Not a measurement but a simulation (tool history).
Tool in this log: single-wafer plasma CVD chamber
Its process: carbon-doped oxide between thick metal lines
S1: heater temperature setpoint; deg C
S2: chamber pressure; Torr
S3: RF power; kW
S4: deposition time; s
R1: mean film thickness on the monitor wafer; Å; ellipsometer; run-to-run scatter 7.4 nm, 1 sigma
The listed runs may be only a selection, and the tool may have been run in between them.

run,hour,S1,S2,S3,S4,R1
1,0,335,5.98,0.655,261,15202
2,7.9,335,5.98,0.655,261,15283
3,14,337,5.8,0.645,261,14945
4,14.7,333,5.8,0.645,261,15197
5,19,335,5.68,0.64,261,14972
6,22.4,335,5.14,0.64,261,14836
7,27.8,337,5.03,0.635,261,14517
8,28.8,339,4.94,0.635,261,14537
9,33.8,340,4.83,0.63,261,14473

Run 10 is up next; what results do you expect?
10,39.9,341,4.74,0.62,261,?

{"run 10": {"R1": 14069}}
